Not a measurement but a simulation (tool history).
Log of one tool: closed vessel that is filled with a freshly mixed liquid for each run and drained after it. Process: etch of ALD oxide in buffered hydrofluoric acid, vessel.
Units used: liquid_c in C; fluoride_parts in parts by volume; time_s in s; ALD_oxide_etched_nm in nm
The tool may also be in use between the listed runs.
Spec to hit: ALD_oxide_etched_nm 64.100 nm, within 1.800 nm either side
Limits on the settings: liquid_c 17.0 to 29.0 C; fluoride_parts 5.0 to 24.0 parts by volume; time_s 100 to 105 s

{"run": 1, "hour": 0.0, "liquid_c": 21.0, "fluoride_parts": 14.5, "time_s": 100, "ALD_oxide_etched_nm": 94.646}
{"run": 2, "hour": 6.3, "liquid_c": 21.0, "fluoride_parts": 11.5, "time_s": 100, "ALD_oxide_etched_nm": 117.41}
{"run": 3, "hour": 7.5, "liquid_c": 21.0, "fluoride_parts": 13.5, "time_s": 100, "ALD_oxide_etched_nm": 100.49}
{"run": 4, "hour": 9.1, "liquid_c": 21.0, "fluoride_parts": 9.5, "time_s": 100, "ALD_oxide_etched_nm": 141.0}
{"run": 5, "hour": 13.5, "liquid_c": 21.0, "fluoride_parts": 11.5, "time_s": 100, "ALD_oxide_etched_nm": 117.89}
{"run": 6, "hour": 21.5, "liquid_c": 20.0, "fluoride_parts": 13.0, "time_s": 100, "ALD_oxide_etched_nm": 98.964}
{"run": 7, "hour": 29.6, "liquid_c": 19.0, "fluoride_parts": 14.0, "time_s": 100, "ALD_oxide_etched_nm": 86.193}
{"run": 8, "hour": 37.3, "liquid_c": 19.0, "fluoride_parts": 14.0, "time_s": 100, "ALD_oxide_etched_nm": 87.41}
{"run": 9, "hour": 41.6, "liquid_c": 19.0, "fluoride_parts": 14.0, "time_s": 100, "ALD_oxide_etched_nm": 86.775}
{"run": 10, "hour": 48.7, "liquid_c": 18.5, "fluoride_parts": 14.5, "time_s": 100, "ALD_oxide_etched_nm": 82.076}
{"run": 11, "hour": 51.9, "liquid_c": 18.0, "fluoride_parts": 15.0, "time_s": 100, "ALD_oxide_etched_nm": 76.019}
{"run": 12, "hour": 56.1, "liquid_c": 17.5, "fluoride_parts": 15.5, "time_s": 100, "ALD_oxide_etched_nm": 72.585}
{"run": 13, "hour": 59.2, "liquid_c": 17.5, "fluoride_parts": 16.0, "time_s": 100, "ALD_oxide_etched_nm": 69.157}
{"run": 14, "hour": 61.9, "liquid_c": 17.0, "fluoride_parts": 16.5, "time_s": 100, "ALD_oxide_etched_nm": 66.015}

Which of these 4 next moves meets every target?
{"run": "A", "hour": 64.6, "liquid_c": 17.0, "fluoride_parts": 16.5, "time_s": 105, "ALD_oxide_etched_nm": "?"}
{"run": "B", "hour": 64.6, "liquid_c": 17.0, "fluoride_parts": 17.0, "time_s": 100, "ALD_oxide_etched_nm": "?"}
{"run": "C", "hour": 64.6, "liquid_c": 17.0, "fluoride_parts": 16.0, "time_s": 100, "ALD_oxide_etched_nm": "?"}
{"run": "D", "hour": 64.6, "liquid_c": 18.0, "fluoride_parts": 16.5, "time_s": 100, "ALD_oxide_etched_nm": "?"}

move=A ALD_oxide_etched_nm=69.601
move=B ALD_oxide_etched_nm=64.363
move=C ALD_oxide_etched_nm=68.329
move=D ALD_oxide_etched_nm=70.177
A: misses by more than the last run did
B: all results land within tolerance of their targets
C: misses by more than the last run did
D: misses by more than the last run did
B meets every target.

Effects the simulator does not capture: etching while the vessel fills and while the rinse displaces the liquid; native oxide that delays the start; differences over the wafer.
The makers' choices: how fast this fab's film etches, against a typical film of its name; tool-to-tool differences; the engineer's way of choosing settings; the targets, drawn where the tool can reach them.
